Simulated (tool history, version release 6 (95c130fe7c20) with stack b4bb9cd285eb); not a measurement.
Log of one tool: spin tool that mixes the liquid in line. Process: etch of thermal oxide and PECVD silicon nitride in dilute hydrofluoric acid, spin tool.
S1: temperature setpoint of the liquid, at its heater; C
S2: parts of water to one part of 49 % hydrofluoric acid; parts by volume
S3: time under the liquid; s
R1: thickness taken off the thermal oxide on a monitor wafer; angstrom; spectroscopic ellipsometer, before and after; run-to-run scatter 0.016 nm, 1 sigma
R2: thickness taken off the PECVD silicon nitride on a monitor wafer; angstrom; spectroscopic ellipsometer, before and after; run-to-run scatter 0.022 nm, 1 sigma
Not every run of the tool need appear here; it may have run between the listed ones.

| run | hour | S1 | S2 | S3 | R1 | R2 |
|---|---|---|---|---|---|---|
| 1 | 0 | 25 | 155 | 180 | 59.543 | 45.993 |
| 2 | 5.5 | 25 | 155 | 235 | 77.664 | 59.864 |
| 3 | 11.2 | 25 | 120 | 235 | 103.5 | 76.786 |
| 4 | 19.5 | 25 | 165 | 235 | 71.818 | 56.296 |
| 5 | 21.9 | 25 | 165 | 285 | 87.515 | 67.659 |
| 6 | 24.3 | 25 | 135 | 285 | 110.82 | 83.306 |
| 7 | 26 | 24 | 200 | 305 | 71.292 | 56.565 |

Expected results for the next run?
| 8 | 29.9 | 23.5 | 220 | 310 | ? | ? |

Run 8 yielded R1 63.136 angstrom, R2 50.917 angstrom.
